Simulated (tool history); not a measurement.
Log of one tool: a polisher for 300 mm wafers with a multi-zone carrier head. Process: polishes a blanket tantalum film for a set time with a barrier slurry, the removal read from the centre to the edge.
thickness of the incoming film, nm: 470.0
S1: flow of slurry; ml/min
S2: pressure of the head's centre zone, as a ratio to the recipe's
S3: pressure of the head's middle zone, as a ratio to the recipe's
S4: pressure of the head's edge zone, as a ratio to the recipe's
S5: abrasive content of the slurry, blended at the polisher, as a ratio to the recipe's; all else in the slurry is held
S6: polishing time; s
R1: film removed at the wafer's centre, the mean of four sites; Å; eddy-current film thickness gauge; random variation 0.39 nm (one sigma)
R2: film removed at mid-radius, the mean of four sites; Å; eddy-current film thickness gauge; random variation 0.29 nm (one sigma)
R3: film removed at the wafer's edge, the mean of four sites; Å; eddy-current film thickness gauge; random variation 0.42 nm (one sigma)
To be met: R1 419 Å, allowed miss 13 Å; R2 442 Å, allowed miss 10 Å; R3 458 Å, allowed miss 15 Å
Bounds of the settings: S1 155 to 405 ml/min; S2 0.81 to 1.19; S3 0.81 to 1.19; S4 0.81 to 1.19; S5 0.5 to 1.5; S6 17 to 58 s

run	hour	S1	S2	S3	S4	S5	S6	R1	R2	R3
1	0	260	1	1	1	1	37	382.68	376.71	401.71
2	1	270	1	1.02	1.03	1	37	381.38	382.88	406.17
3	4.7	275	1.01	1.04	1.05	1.05	37	393.66	397.85	415.72
4	13	275	1.01	1.04	1.05	1.15	37	399.89	413.27	435.87
5	18.2	275	1.01	1.04	1.05	1.15	46	500.9	512.8	544.04
6	24.1	275	1.01	1.04	1.05	1	46	481.49	482.74	517.41
7	27.2	215	0.91	1	0.95	0.9	46	401.19	439.34	454.63
8	33.8	220	0.91	1	0.95	0.9	46	400.65	439.94	466.23

4 next moves are on the table. One of them brings every result within its allowed miss. Which?
A	40.4	250	0.88	0.98	1	0.95	45	?	?	?
B	40.4	160	0.86	0.92	1.07	0.7	57	?	?	?
C	40.4	190	0.85	0.95	0.99	0.9	49	?	?	?
D	40.4	235	1.02	1.1	1.1	0.7	49	?	?	?

move	R1	R2	R3
A	398.8	439.43	478.41
B	390.56	420.75	508.13
C	394	439.82	493.38
D	423.44	443.05	459.71
A: further off than the last run
B: further off than the last run
C: further off than the last run
D: meets every target
The right move is D.
